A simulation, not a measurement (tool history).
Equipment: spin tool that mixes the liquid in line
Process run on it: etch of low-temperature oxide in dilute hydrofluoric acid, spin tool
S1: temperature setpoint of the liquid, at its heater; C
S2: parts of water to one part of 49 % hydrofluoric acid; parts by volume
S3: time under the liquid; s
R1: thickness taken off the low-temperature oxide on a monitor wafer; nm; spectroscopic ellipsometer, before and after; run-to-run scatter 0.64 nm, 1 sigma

run  hour    S1   S2   S3      R1
  1     0    23  225  325  23.664
  2   2.4    25  180  325   33.05
  3   7.1    25  140  325   44.24
  4  13.9    25  140  345   47.79
  5  21.3  26.5  130  345   54.54
  6  26.9  27.5  125  345   58.87
  7  29.9  28.5  120  345   64.52

What does the tool deliver on the next run?
  8    36  29  120  345   ?

For run 8 the tool returned R1 65.262 nm.
